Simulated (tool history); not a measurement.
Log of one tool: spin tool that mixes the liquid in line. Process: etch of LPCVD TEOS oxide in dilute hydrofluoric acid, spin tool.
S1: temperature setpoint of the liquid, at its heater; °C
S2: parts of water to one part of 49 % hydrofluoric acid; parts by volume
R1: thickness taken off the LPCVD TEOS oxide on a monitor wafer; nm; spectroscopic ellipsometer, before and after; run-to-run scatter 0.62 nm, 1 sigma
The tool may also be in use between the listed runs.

run 1 hour=0.0 | S1=21.0 S2=55 time_under_the_liquid_(s)=45 | R1=33.740
run 2 hour=1.2 | S1=21.0 S2=55 time_under_the_liquid_(s)=50 | R1=37.573
run 3 hour=9.9 | S1=21.0 S2=75 time_under_the_liquid_(s)=50 | R1=26.929
run 4 hour=12.9 | S1=23.5 S2=60 time_under_the_liquid_(s)=50 | R1=37.489
run 5 hour=19.4 | S1=25.0 S2=50 time_under_the_liquid_(s)=50 | R1=49.022
run 6 hour=26.7 | S1=25.0 S2=50 time_under_the_liquid_(s)=45 | R1=44.087
run 7 hour=31.4 | S1=25.0 S2=50 time_under_the_liquid_(s)=45 | R1=44.362
run 8 hour=39.8 | S1=26.0 S2=40 time_under_the_liquid_(s)=45 | R1=58.579
run 9 hour=45.8 | S1=29.0 S2=20 time_under_the_liquid_(s)=50 | R1=150.610
run 10 hour=47.6 | S1=28.0 S2=20 time_under_the_liquid_(s)=50 | R1=144.200
run 11 hour=49.2 | S1=27.0 S2=20 time_under_the_liquid_(s)=50 | R1=139.300

Run 12, settings as shown, results not yet in. Your forecast:
run 12 hour=57.7 | S1=26.0 S2=20 time_under_the_liquid_(s)=50 | R1=?

For run 12 the tool returned R1 134.710 nm.
